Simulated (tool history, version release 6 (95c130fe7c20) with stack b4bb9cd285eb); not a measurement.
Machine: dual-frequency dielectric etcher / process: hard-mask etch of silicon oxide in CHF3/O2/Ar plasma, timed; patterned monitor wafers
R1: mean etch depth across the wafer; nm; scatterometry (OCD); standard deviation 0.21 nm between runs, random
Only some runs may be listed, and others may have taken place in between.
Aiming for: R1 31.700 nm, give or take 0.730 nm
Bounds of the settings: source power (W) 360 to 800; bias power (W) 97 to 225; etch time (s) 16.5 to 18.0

Run 1, hour 0.0: source power (W) 580, bias power (W) 161, etch time (s) 18.0. Result: R1 35.447 nm.
Run 2, hour 1.5: source power (W) 640, bias power (W) 161, etch time (s) 18.0. Result: R1 36.754 nm.
Run 3, hour 8.9: source power (W) 710, bias power (W) 161, etch time (s) 18.0. Result: R1 37.601 nm.
Run 4, hour 10.5: source power (W) 680, bias power (W) 155, etch time (s) 18.0. Result: R1 36.596 nm.
Run 5, hour 11.2: source power (W) 680, bias power (W) 155, etch time (s) 18.0. Result: R1 36.881 nm.
Run 6, hour 16.1: source power (W) 720, bias power (W) 155, etch time (s) 18.0. Result: R1 37.549 nm.
Run 7, hour 17.7: source power (W) 690, bias power (W) 150, etch time (s) 18.0. Result: R1 36.867 nm.
Run 8, hour 23.2: source power (W) 660, bias power (W) 145, etch time (s) 18.0. Result: R1 36.044 nm.
Run 9, hour 30.1: source power (W) 630, bias power (W) 140, etch time (s) 18.0. Result: R1 34.630 nm.
Run 10, hour 31.5: source power (W) 610, bias power (W) 138, etch time (s) 18.0. Result: R1 34.107 nm.

Which single option among these 5 for the next run brings every result within its allowed miss of target? Just one does.
Run A, hour 32.9: source power (W) 660, bias power (W) 127, etch time (s) 16.5. Result: R1 ?.
Run B, hour 32.9: source power (W) 560, bias power (W) 117, etch time (s) 17.0. Result: R1 ?.
Run C, hour 32.9: source power (W) 690, bias power (W) 103, etch time (s) 16.5. Result: R1 ?.
Run D, hour 32.9: source power (W) 550, bias power (W) 131, etch time (s) 16.5. Result: R1 ?.
Run E, hour 32.9: source power (W) 550, bias power (W) 127, etch time (s) 17.0. Result: R1 ?.

move      R1
   A  31.490
   B  29.725
   C  30.334
   D  29.550
   E  30.183
A: every result lands within tolerance
B: the result that was furthest off in the last run now lies on the other side of its target
C: the result that was furthest off in the last run now lies on the other side of its target
D: the result that was furthest off in the last run now lies on the other side of its target
E: the result that was furthest off in the last run now lies on the other side of its target
Move A is the one to make.

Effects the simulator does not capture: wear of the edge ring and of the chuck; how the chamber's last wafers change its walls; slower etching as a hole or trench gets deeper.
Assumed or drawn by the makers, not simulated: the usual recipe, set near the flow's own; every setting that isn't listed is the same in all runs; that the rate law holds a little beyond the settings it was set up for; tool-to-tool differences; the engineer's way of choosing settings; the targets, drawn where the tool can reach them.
